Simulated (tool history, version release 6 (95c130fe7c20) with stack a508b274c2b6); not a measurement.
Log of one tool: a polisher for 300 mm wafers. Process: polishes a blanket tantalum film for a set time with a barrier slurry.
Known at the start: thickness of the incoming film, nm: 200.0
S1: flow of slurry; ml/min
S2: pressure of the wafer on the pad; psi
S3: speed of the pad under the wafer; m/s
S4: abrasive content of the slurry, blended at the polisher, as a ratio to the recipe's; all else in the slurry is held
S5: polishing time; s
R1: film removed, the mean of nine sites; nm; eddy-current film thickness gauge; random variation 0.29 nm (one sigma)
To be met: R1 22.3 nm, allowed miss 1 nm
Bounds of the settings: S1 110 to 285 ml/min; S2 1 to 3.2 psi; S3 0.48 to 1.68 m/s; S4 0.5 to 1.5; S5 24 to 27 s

{"run": 1, "hour": 0.0, "S1": 180, "S2": 2.1, "S3": 1.08, "S4": 1, "S5": 27, "R1": 51.742}
{"run": 2, "hour": 3.3, "S1": 180, "S2": 2.5, "S3": 1.08, "S4": 1, "S5": 27, "R1": 57.716}
{"run": 3, "hour": 8.4, "S1": 180, "S2": 2.1, "S3": 0.92, "S4": 1, "S5": 27, "R1": 43.722}
{"run": 4, "hour": 9.4, "S1": 180, "S2": 1.8, "S3": 0.84, "S4": 1, "S5": 27, "R1": 37.788}
{"run": 5, "hour": 16.6, "S1": 180, "S2": 1.8, "S3": 0.84, "S4": 1, "S5": 24, "R1": 33.885}
{"run": 6, "hour": 24.7, "S1": 180, "S2": 1.8, "S3": 0.62, "S4": 1, "S5": 24, "R1": 25.033}
{"run": 7, "hour": 29.4, "S1": 180, "S2": 1.7, "S3": 0.62, "S4": 1, "S5": 24, "R1": 24.577}
{"run": 8, "hour": 32.1, "S1": 180, "S2": 1.6, "S3": 0.62, "S4": 1, "S5": 24, "R1": 23.33}

Which of these 5 next moves meets every target?
{"run": "A", "hour": 34.8, "S1": 190, "S2": 2.1, "S3": 0.52, "S4": 1, "S5": 27, "R1": "?"}
{"run": "B", "hour": 34.8, "S1": 185, "S2": 1.9, "S3": 0.64, "S4": 0.95, "S5": 24, "R1": "?"}
{"run": "C", "hour": 34.8, "S1": 175, "S2": 1.5, "S3": 0.64, "S4": 0.95, "S5": 26, "R1": "?"}
{"run": "D", "hour": 34.8, "S1": 190, "S2": 1.6, "S3": 0.68, "S4": 1.05, "S5": 24, "R1": "?"}
{"run": "E", "hour": 34.8, "S1": 180, "S2": 1.8, "S3": 0.56, "S4": 1, "S5": 24, "R1": "?"}

move=A R1=25.963
move=B R1=26.063
move=C R1=24.67
move=D R1=25.812
move=E R1=22.5
A: further off than the last run
B: further off than the last run
C: further off than the last run
D: further off than the last run
E: meets every target
The right move is E.
